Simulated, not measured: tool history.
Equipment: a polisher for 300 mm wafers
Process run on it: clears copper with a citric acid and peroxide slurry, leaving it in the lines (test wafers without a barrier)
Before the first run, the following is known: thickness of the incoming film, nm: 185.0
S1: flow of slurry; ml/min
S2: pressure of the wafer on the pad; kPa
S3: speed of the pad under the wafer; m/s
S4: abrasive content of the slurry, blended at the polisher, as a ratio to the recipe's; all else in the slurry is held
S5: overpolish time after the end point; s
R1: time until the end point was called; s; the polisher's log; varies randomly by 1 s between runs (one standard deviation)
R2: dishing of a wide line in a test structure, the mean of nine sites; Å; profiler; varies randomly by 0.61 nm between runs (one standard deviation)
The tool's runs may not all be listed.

run,hour,S1,S2,S3,S4,S5,R1,R2
1,0,205,14.5,1.36,1,12,88.413,178.2
2,1.5,205,15.2,1.36,1,13,83.056,197.38
3,10.3,205,15.2,1.36,0.9,13,85.227,190.54
4,14.9,210,15.2,1.36,0.95,14,83.926,207.19
5,16.9,210,15.2,1.36,0.95,15,82.469,224.46
6,20.2,210,15.2,1.36,0.95,16,83.292,231.15
7,22,210,15.2,1.36,0.95,17,84.047,248.81
8,22.5,215,15.9,1.36,0.95,18,81.484,280.53

Forecast run 9:
9,31.2,215,16.5,1.36,0.95,18,?,?

{"run 9": {"R1": 76.626, "R2": 276.52}}
